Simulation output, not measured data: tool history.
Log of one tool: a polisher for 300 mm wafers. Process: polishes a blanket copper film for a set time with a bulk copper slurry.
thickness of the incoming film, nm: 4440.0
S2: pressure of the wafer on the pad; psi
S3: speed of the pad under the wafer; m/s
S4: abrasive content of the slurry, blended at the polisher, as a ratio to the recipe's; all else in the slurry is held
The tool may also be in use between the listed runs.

Run 1, hour 0: flow of slurry (ml/min) 120, S2 2.7 psi, S3 1.4 m/s, S4 1, polishing time (s) 44. Result: film removed (Å) 6204.1.
Run 2, hour 7.5: flow of slurry (ml/min) 125, S2 2.9 psi, S3 1.4 m/s, S4 1, polishing time (s) 44. Result: film removed (Å) 6682.
Run 3, hour 12.3: flow of slurry (ml/min) 115, S2 2.9 psi, S3 1.4 m/s, S4 1, polishing time (s) 44. Result: film removed (Å) 6572.5.
Run 4, hour 19.5: flow of slurry (ml/min) 120, S2 3 psi, S3 1.4 m/s, S4 1, polishing time (s) 44. Result: film removed (Å) 6850.
Run 5, hour 23.4: flow of slurry (ml/min) 150, S2 3 psi, S3 1.4 m/s, S4 1, polishing time (s) 44. Result: film removed (Å) 7192.5.
Run 6, hour 29.7: flow of slurry (ml/min) 150, S2 3 psi, S3 1.4 m/s, S4 1.15, polishing time (s) 44. Result: film removed (Å) 7383.7.
Run 7, hour 35.5: flow of slurry (ml/min) 155, S2 3.1 psi, S3 1.4 m/s, S4 1.15, polishing time (s) 44. Result: film removed (Å) 7645.8.

Forecast run 8:
Run 8, hour 43.4: flow of slurry (ml/min) 155, S2 3.2 psi, S3 1.4 m/s, S4 1.15, polishing time (s) 44. Result: film removed (Å) ?.

film removed (Å): 7983
